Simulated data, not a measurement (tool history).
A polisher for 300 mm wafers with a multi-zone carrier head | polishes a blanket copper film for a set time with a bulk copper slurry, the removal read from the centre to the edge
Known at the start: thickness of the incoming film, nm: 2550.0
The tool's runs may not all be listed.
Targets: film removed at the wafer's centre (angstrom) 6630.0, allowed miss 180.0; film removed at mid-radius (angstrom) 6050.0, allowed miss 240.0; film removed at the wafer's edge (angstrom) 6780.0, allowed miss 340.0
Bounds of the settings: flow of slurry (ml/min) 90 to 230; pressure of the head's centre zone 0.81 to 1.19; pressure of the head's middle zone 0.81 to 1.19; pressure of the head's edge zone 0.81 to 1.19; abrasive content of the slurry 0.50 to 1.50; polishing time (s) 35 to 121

run  hour  flow of slurry (ml/min)  pressure of the head's centre zone  pressure of the head's middle zone  pressure of the head's edge zone  abrasive content of the slurry  polishing time (s)  film removed at the wafer's centre (angstrom)  film removed at mid-radius (angstrom)  film removed at the wafer's edge (angstrom)
  1   0.0                      150                                1.00                                1.00                              1.00                            1.00                  78                                         7545.8                                 7237.5                                       7362.6
  2   5.7                      150                                1.00                                1.00                              1.00                            1.00                  65                                         6372.6                                 6034.1                                       6231.1
  3   8.2                      150                                1.00                                1.00                              1.00                            0.85                  65                                         6114.4                                 5886.9                                       6034.4
  4  14.0                      150                                1.00                                1.00                              1.00                            0.85                  83                                         7947.5                                 7423.8                                       7740.3
  5  15.9                      150                                1.00                                1.06                              1.00                            0.85                  83                                         7921.7                                 7925.6                                       7761.1
  6  24.2                      145                                0.99                                1.03                              0.99                            0.80                  83                                         7673.0                                 7571.7                                       7447.6
  7  31.5                      105                                0.92                                0.93                              1.03                            0.70                  82                                         6279.0                                 6246.5                                       7089.5
  8  35.8                      105                                0.93                                0.92                              1.02                            0.70                  82                                         6402.7                                 6020.8                                       6997.7
  9  38.3                      105                                0.93                                0.92                              1.01                            0.70                  82                                         6419.4                                 6133.4                                       6865.8

Which of these 5 next moves meets every target?
  A  40.8                      105                                0.95                                1.00                              0.99                            0.65                  79                                              ?                                      ?                                            ?
  B  40.8                      130                                0.91                                0.96                              1.05                            0.80                  74                                              ?                                      ?                                            ?
  C  40.8                      100                                0.99                                0.94                              1.00                            0.65                  83                                              ?                                      ?                                            ?
  D  40.8                      120                                0.85                                0.92                              0.95                            0.80                  84                                              ?                                      ?                                            ?
  E  40.8                      105                                0.88                                0.84                              0.92                            0.65                  86                                              ?                                      ?                                            ?

move  film removed at the wafer's centre (angstrom)  film removed at mid-radius (angstrom)  film removed at the wafer's edge (angstrom)
   A                                         6186.2                                 6186.0                                       6630.2
   B                                         6161.8                                 6132.5                                       6874.9
   C                                         6615.0                                 6069.9                                       6929.4
   D                                         6429.9                                 6582.3                                       7331.7
   E                                         6286.3                                 5827.2                                       6987.0
A: further off than the last run
B: further off than the last run
C: meets every target
D: further off than the last run
E: further off than the last run
The right move is C.
